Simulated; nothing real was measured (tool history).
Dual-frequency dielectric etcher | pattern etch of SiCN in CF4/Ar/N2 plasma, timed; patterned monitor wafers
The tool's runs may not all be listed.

| run | day | source power (W) | bias power (W) | Ar flow (sccm) | CF4 flow (sccm) | etch time (s) | mean etch depth across the wafer (Å) |
|---|---|---|---|---|---|---|---|
| 1 | 0.000 | 390 | 74 | 97 | 68 | 56.5 | 433.87 |
| 2 | 0.025 | 390 | 74 | 84 | 68 | 56.5 | 443.19 |
| 3 | 0.225 | 390 | 74 | 84 | 68 | 52.5 | 411.79 |
| 4 | 0.425 | 390 | 74 | 84 | 68 | 52.5 | 407.46 |
| 5 | 0.562 | 390 | 65 | 84 | 68 | 52.5 | 387.72 |
| 6 | 0.638 | 380 | 65 | 84 | 68 | 52.5 | 375.21 |
| 7 | 0.796 | 370 | 65 | 84 | 68 | 52.5 | 368.87 |

Run 8 is up next; what results do you expect?
| 8 | 0.858 | 360 | 65 | 84 | 68 | 52.5 | ? |

{"run 8": {"mean etch depth across the wafer (Å)": 359.0}}
